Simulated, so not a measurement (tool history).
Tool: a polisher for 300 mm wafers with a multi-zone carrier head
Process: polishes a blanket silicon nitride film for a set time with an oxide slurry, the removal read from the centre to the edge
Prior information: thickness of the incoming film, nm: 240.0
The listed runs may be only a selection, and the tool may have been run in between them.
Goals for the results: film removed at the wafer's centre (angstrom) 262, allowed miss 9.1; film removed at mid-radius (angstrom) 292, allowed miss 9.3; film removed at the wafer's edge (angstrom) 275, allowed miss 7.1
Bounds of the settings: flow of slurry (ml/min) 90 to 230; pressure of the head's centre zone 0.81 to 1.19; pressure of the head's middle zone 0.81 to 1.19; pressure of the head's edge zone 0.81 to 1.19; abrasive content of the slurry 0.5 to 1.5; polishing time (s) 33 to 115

| run | day | flow of slurry (ml/min) | pressure of the head's centre zone | pressure of the head's middle zone | pressure of the head's edge zone | abrasive content of the slurry | polishing time (s) | film removed at the wafer's centre (angstrom) | film removed at mid-radius (angstrom) | film removed at the wafer's edge (angstrom) |
|---|---|---|---|---|---|---|---|---|---|---|
| 1 | 0 | 150 | 1 | 1 | 1 | 1 | 73 | 355.25 | 357.57 | 355.12 |
| 2 | 0.125 | 150 | 0.96 | 1 | 1 | 1 | 73 | 347.04 | 357.59 | 350.68 |
| 3 | 0.492 | 150 | 0.96 | 1.07 | 1 | 1 | 73 | 347.85 | 378.12 | 353.16 |
| 4 | 0.579 | 145 | 0.94 | 1.05 | 0.98 | 0.95 | 73 | 327.99 | 364.04 | 338.28 |
| 5 | 0.833 | 140 | 0.93 | 1.03 | 0.96 | 0.9 | 73 | 304.88 | 337.65 | 321.95 |
| 6 | 1.204 | 140 | 0.93 | 1.03 | 0.96 | 0.7 | 73 | 254.48 | 276.15 | 263.2 |
| 7 | 1.554 | 145 | 0.93 | 1.03 | 0.97 | 0.7 | 73 | 255.98 | 275.3 | 268.37 |
| 8 | 1.846 | 150 | 0.93 | 1.04 | 0.97 | 0.7 | 73 | 259 | 275.95 | 266.86 |
| 9 | 2.133 | 165 | 0.91 | 1.09 | 1.01 | 0.75 | 73 | 270.75 | 314.04 | 289.43 |
| 10 | 2.504 | 160 | 0.91 | 1.08 | 1 | 0.75 | 73 | 269.31 | 309 | 287.44 |
| 11 | 2.533 | 155 | 0.91 | 1.08 | 0.99 | 0.75 | 73 | 264.48 | 313.54 | 284.67 |
| 12 | 2.696 | 155 | 0.91 | 1.07 | 0.99 | 0.75 | 73 | 268.27 | 307.04 | 287.8 |
| 13 | 2.992 | 155 | 0.91 | 1.07 | 0.99 | 0.75 | 73 | 263.36 | 310.6 | 290.44 |

Pick the move, out of 4, that brings all results within their allowed miss; only one does.
| A | 3.288 | 165 | 0.93 | 1.18 | 0.94 | 0.7 | 75 | ? | ? | ? |
| B | 3.288 | 150 | 0.91 | 1.06 | 1 | 0.7 | 75 | ? | ? | ? |
| C | 3.288 | 120 | 0.83 | 1.16 | 0.98 | 0.7 | 84 | ? | ? | ? |
| D | 3.288 | 140 | 0.84 | 0.95 | 1.03 | 0.65 | 91 | ? | ? | ? |

| move | film removed at the wafer's centre (angstrom) | film removed at mid-radius (angstrom) | film removed at the wafer's edge (angstrom) |
|---|---|---|---|
| A | 266.7 | 326.36 | 273.6 |
| B | 256.87 | 293.41 | 279.3 |
| C | 253.23 | 342.3 | 301.32 |
| D | 265.75 | 299.11 | 318.19 |
A: the worst result of the last run now meets its target, but another is out of spec
B: all results in spec
C: moves away from the targets compared with the last run
D: moves away from the targets compared with the last run
Answer: B
